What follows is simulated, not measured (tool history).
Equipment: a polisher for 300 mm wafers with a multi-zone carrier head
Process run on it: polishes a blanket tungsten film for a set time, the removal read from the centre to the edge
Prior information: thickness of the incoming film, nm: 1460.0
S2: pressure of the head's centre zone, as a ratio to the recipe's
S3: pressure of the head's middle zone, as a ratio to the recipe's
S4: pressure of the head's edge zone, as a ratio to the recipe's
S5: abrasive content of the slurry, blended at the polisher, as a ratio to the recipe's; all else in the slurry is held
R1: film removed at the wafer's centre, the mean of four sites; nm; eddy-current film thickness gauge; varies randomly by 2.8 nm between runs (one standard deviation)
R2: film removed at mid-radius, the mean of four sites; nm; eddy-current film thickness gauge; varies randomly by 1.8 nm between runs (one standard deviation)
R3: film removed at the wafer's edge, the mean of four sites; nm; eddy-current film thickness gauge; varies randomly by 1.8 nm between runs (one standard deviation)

run 1 day=0 | flow_of_slurry_(ml/min)=225 S2=1 S3=1 S4=1 S5=1 polishing_time_(s)=89 | R1=321.1 R2=315.84 R3=317.83
run 2 day=0.158 | flow_of_slurry_(ml/min)=220 S2=1 S3=0.99 S4=0.98 S5=0.9 polishing_time_(s)=88 | R1=302.68 R2=302.77 R3=299.54
run 3 day=0.446 | flow_of_slurry_(ml/min)=215 S2=1 S3=0.97 S4=0.96 S5=0.85 polishing_time_(s)=88 | R1=299.56 R2=289.65 R3=295
run 4 day=0.692 | flow_of_slurry_(ml/min)=215 S2=1 S3=0.97 S4=1.02 S5=0.85 polishing_time_(s)=88 | R1=303.02 R2=289.79 R3=300.76
run 5 day=0.967 | flow_of_slurry_(ml/min)=245 S2=1 S3=0.97 S4=1.02 S5=0.85 polishing_time_(s)=88 | R1=306.97 R2=295.59 R3=303.04
run 6 day=1.071 | flow_of_slurry_(ml/min)=250 S2=1 S3=0.96 S4=1 S5=0.8 polishing_time_(s)=87 | R1=298.92 R2=287.26 R3=295.4

What will run 7 give?
run 7 day=1.275 | flow_of_slurry_(ml/min)=200 S2=1.01 S3=0.91 S4=0.9 S5=0.55 polishing_time_(s)=82 | R1=? R2=? R3=?

R1: 244.21 nm
R2: 223.16 nm
R3: 229.42 nm
